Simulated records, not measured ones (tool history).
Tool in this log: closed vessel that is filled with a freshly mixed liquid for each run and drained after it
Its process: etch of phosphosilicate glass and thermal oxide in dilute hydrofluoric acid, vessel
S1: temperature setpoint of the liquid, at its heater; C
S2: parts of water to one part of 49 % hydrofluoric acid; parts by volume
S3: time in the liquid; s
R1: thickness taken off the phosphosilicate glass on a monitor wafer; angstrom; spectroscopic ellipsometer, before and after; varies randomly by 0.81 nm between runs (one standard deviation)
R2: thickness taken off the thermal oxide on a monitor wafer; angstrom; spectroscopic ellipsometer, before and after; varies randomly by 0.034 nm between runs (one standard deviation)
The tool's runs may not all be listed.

run 1 hour=0.0 | S1=21.0 S2=75 S3=60 | R1=965.48 R2=31.940
run 2 hour=8.4 | S1=22.0 S2=75 S3=60 | R1=1024.40 R2=33.475
run 3 hour=13.6 | S1=22.0 S2=85 S3=60 | R1=892.36 R2=28.731
run 4 hour=22.6 | S1=23.0 S2=85 S3=60 | R1=920.95 R2=29.506
run 5 hour=26.2 | S1=23.5 S2=85 S3=60 | R1=946.71 R2=30.813
run 6 hour=34.8 | S1=24.5 S2=85 S3=60 | R1=985.17 R2=31.382
run 7 hour=42.4 | S1=25.0 S2=85 S3=60 | R1=992.55 R2=32.246

What does the tool deliver on the next run?
run 8 hour=49.9 | S1=25.5 S2=85 S3=60 | R1=? R2=?

Run 8 yielded R1 1029.30 angstrom, R2 33.141 angstrom.
